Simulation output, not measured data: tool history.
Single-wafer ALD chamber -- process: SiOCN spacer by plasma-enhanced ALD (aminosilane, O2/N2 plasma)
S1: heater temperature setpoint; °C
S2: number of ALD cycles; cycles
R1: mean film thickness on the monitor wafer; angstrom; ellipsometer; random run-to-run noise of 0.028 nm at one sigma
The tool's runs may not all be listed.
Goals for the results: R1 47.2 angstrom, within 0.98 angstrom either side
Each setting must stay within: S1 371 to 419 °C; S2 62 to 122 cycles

{"run": 1, "hour": 0.0, "S1": 395, "S2": 92, "R1": 60.191}
{"run": 2, "hour": 4.8, "S1": 395, "S2": 86, "R1": 56.151}
{"run": 3, "hour": 13.1, "S1": 395, "S2": 96, "R1": 63.474}
{"run": 4, "hour": 17.6, "S1": 399, "S2": 96, "R1": 63.123}
{"run": 5, "hour": 19.4, "S1": 399, "S2": 87, "R1": 57.365}
{"run": 6, "hour": 25.3, "S1": 399, "S2": 96, "R1": 62.756}
{"run": 7, "hour": 34.1, "S1": 400, "S2": 81, "R1": 53.347}
{"hour": 37.2, "done": "thermocouple changed; heater temperature recalibrated"}
{"run": 8, "hour": 37.2, "S1": 400, "S2": 67, "R1": 43.781}
{"run": 9, "hour": 42.2, "S1": 400, "S2": 69, "R1": 45.332}

Below are 4 possible settings for the next run. Only one of them brings all results inside the allowed miss of their targets. Which is it?
{"run": "A", "hour": 47.2, "S1": 402, "S2": 72, "R1": "?"}
{"run": "B", "hour": 47.2, "S1": 404, "S2": 75, "R1": "?"}
{"run": "C", "hour": 47.2, "S1": 404, "S2": 77, "R1": "?"}
{"run": "D", "hour": 47.2, "S1": 408, "S2": 76, "R1": "?"}

move=A R1=47.308
move=B R1=49.006
move=C R1=50.313
move=D R1=49.108
A: each result inside its tolerance
B: takes the result that was furthest off past its target
C: takes the result that was furthest off past its target
D: takes the result that was furthest off past its target
Correct choice: A, which meets every target
